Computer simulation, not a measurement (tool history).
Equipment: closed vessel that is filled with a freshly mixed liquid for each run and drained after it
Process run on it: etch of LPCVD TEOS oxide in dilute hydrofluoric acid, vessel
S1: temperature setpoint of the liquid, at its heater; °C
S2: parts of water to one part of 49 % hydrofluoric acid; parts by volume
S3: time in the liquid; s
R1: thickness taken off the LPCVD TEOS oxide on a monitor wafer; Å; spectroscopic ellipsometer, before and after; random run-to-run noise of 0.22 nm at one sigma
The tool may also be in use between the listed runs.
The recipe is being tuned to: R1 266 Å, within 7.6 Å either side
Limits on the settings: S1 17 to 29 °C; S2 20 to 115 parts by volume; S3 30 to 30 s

| run | hour | S1 | S2 | S3 | R1 |
|---|---|---|---|---|---|
| 1 | 0 | 21 | 65 | 30 | 149.42 |
| 2 | 1.8 | 19.5 | 65 | 30 | 141.77 |
| 3 | 5.1 | 19.5 | 75 | 30 | 122.03 |
| 4 | 8.8 | 22.5 | 65 | 30 | 160.25 |
| 5 | 13.6 | 22.5 | 50 | 30 | 212.16 |
| 6 | 15.3 | 19.5 | 50 | 30 | 185.62 |
| 7 | 17.4 | 22 | 50 | 30 | 207.31 |
| 8 | 18.4 | 24 | 50 | 30 | 227.05 |
| 9 | 24.8 | 25 | 50 | 30 | 234.31 |
| 10 | 29.3 | 25 | 50 | 30 | 235.45 |
| 11 | 31.8 | 26 | 50 | 30 | 247.84 |

4 next moves are on the table. One of them brings every result within its allowed miss. Which?
| A | 34.3 | 26.5 | 45 | 30 | ? |
| B | 34.3 | 27 | 45 | 30 | ? |
| C | 34.3 | 24 | 45 | 30 | ? |
| D | 34.3 | 28 | 50 | 30 | ? |

| move | R1 |
|---|---|
| A | 281.38 |
| B | 287.13 |
| C | 254.02 |
| D | 267.05 |
A: takes the result that was furthest off past its target
B: takes the result that was furthest off past its target
C: an improvement on the last run, though not all results are within tolerance
D: all results in spec
Correct choice: D, which meets every target

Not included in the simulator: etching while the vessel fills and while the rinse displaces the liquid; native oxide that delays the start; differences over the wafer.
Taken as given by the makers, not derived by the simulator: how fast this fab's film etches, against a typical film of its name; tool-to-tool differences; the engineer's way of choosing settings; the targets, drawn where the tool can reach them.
